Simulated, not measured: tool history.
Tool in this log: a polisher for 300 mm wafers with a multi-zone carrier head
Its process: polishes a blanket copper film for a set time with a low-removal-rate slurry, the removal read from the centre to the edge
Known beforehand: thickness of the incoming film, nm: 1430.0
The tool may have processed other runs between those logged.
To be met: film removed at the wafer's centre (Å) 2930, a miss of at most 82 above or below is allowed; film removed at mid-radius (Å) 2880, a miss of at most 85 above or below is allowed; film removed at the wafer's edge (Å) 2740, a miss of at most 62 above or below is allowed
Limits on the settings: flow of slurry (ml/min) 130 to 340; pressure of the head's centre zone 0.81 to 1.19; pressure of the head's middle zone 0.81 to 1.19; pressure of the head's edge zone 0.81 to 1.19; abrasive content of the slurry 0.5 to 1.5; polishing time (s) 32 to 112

run	hour	flow of slurry (ml/min)	pressure of the head's centre zone	pressure of the head's middle zone	pressure of the head's edge zone	abrasive content of the slurry	polishing time (s)	film removed at the wafer's centre (Å)	film removed at mid-radius (Å)	film removed at the wafer's edge (Å)
1	0	220	1	1	1	1	72	2267.2	2270.8	2316.1
2	6.7	235	1.03	1.03	1.03	1.05	72	2402.5	2463.5	2377.9
3	11.3	235	0.97	1.03	1.03	1.05	72	2240.8	2399.8	2400.8
4	17.4	235	0.97	1.03	1.03	1.05	89	2792.6	3046.1	2962.4
5	23.4	235	0.97	1.03	1.03	0.85	89	2687.1	2864.3	2841.3
6	25.7	235	0.97	1.03	0.97	0.85	89	2644.3	2856.4	2734.9
7	28.4	240	0.98	1.02	0.97	0.85	89	2696.8	2835.2	2731.3
# hour 35.9: edge zone pressure recalibrated
8	35.9	245	0.99	1.02	0.97	0.85	89	2721.2	2851	2839.8
9	36.6	245	0.99	1.02	0.97	0.85	89	2732.3	2841.9	2851.8
10	41.4	240	1.01	1.03	0.96	0.85	89	2817	2855.3	2821.8
11	48.9	240	1.01	1.03	0.96	0.85	89	2787.6	2880.2	2854
12	50.4	230	1.03	1.04	0.93	0.85	89	2822.1	2842.9	2803.7
13	58.7	230	1.04	1.05	0.91	0.85	89	2827.2	2924.3	2717.1

Which one of the following 4 next-run settings gets every result inside its allowed miss? There is exactly one.
A	67	235	1.03	1.13	0.84	1	87	?	?	?
B	67	230	1.02	1.09	0.93	0.8	87	?	?	?
C	67	235	1.07	1.04	0.89	0.8	90	?	?	?
D	67	260	0.99	1.01	0.92	0.85	87	?	?	?

move	film removed at the wafer's centre (Å)	film removed at mid-radius (Å)	film removed at the wafer's edge (Å)
A	2876.8	3156	2678.4
B	2703.7	2905.8	2667.5
C	2943.6	2895.9	2712
D	2703.4	2803.6	2724.2
A: brings the last run's worst result on target, with another outside its allowed miss
B: moves away from the targets compared with the last run
C: in spec on every target
D: moves away from the targets compared with the last run
C meets every target.
